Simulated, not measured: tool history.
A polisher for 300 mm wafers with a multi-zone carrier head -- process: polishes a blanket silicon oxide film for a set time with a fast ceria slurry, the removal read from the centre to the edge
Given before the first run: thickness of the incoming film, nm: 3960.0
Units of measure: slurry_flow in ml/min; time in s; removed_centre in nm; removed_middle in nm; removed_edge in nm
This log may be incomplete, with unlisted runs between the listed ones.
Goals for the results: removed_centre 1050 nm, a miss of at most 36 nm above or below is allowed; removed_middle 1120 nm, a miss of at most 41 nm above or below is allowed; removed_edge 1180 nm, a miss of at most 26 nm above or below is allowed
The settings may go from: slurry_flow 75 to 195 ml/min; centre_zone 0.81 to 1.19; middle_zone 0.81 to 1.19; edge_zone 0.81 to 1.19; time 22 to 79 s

run  hour  slurry_flow  centre_zone  middle_zone  edge_zone  time  removed_centre  removed_middle  removed_edge
  1     0          125            1            1          1    50          930.74          953.85        950.37
  2   8.5          150            1            1          1    50          967.02          951.09        981.75
  3  11.2          155            1         1.01       1.02    50          963.07           962.8         998.9
  4  19.3          160            1         1.02       1.04    50          966.54          990.86        1006.5
  5  27.5          165            1         1.02       1.06    51          985.61          994.52        1018.8
  6  28.2          170         0.99         1.02       1.06    52          1020.5          1026.1        1049.6
  7    34          170         0.98         1.02       1.07    53          1016.1            1050        1083.8
  8  37.1          170         0.98         1.02       1.08    53          1021.5          1043.8          1086
  9  44.9          170         0.98         1.02       1.09    53          1025.8          1071.2        1093.4
 10  48.5          170         0.98         1.02        1.1    53            1023          1046.6        1104.8
 11  57.4          170         0.98         1.03       1.11    53          1048.1            1041        1093.3
 12  65.7          170         0.97         1.03       1.11    53          1026.6          1065.4        1095.5
 13    67          170         0.96         1.03       1.12    53          1008.1            1069        1091.7
 14  75.8          170         0.96         1.03       1.13    53          1017.3            1063        1105.2
 15    84          170         0.96         1.03       1.14    53          992.53          1048.8        1112.4
 16  87.7          170         0.96         1.03       1.15    53          1012.1          1069.6        1114.8
 17  89.8          170         0.96         1.03       1.16    53          1008.4          1059.6        1106.6

Pick the move, out of 5, that brings all results within their allowed miss; only one does.
  A  91.9          170         1.14         1.19       1.08    48               ?               ?             ?
  B  91.9          170            1            1       1.16    53               ?               ?             ?
  C  91.9          150         0.94          1.1       1.12    53               ?               ?             ?
  D  91.9          155         0.88         0.98       1.11    57               ?               ?             ?
  E  91.9          140         0.96         1.04       1.16    57               ?               ?             ?

move  removed_centre  removed_middle  removed_edge
   A          1085.9          1085.1        973.83
   B          1049.4          1034.4        1109.8
   C          966.59          1101.3        1078.4
   D          977.19          1080.2        1161.4
   E          1048.9          1117.6        1168.8
A: misses by more than the last run did
B: just as far off the targets as the last run
C: misses by more than the last run did
D: brings the last run's worst result on target, with another outside its allowed miss
E: meets every target
The move that meets every target is E.

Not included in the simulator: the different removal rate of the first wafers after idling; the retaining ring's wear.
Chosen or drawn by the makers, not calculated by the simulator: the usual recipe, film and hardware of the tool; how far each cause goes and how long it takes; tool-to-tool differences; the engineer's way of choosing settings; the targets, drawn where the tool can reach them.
